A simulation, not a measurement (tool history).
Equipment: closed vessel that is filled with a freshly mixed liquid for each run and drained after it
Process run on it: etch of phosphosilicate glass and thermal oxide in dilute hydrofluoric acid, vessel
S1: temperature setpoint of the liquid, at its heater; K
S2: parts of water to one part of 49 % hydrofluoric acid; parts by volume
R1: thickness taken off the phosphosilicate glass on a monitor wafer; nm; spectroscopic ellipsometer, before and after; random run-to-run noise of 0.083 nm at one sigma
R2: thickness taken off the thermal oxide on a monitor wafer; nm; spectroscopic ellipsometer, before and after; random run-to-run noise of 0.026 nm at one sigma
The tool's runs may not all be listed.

Run 1, day 0: S1 294.15 K, S2 190 parts by volume, time in the liquid (s) 60. Result: R1 25.215 nm, R2 1.3327 nm.
Run 2, day 0.258: S1 294.15 K, S2 160 parts by volume, time in the liquid (s) 60. Result: R1 30.996 nm, R2 1.509 nm.
Run 3, day 0.338: S1 293.65 K, S2 170 parts by volume, time in the liquid (s) 60. Result: R1 28.378 nm, R2 1.3725 nm.
Run 4, day 0.396: S1 293.65 K, S2 170 parts by volume, time in the liquid (s) 40. Result: R1 18.94 nm, R2 0.94415 nm.
Run 5, day 0.771: S1 293.15 K, S2 170 parts by volume, time in the liquid (s) 40. Result: R1 18.475 nm, R2 0.89299 nm.
Run 6, day 0.821: S1 293.15 K, S2 170 parts by volume, time in the liquid (s) 60. Result: R1 27.975 nm, R2 1.3722 nm.

Run 7 has not been measured yet. What should we expect?
Run 7, day 1.196: S1 292.65 K, S2 180 parts by volume, time in the liquid (s) 60. Result: R1 ?, R2 ?.

Run 7 gave R1 25.604 nm, R2 1.2766 nm.
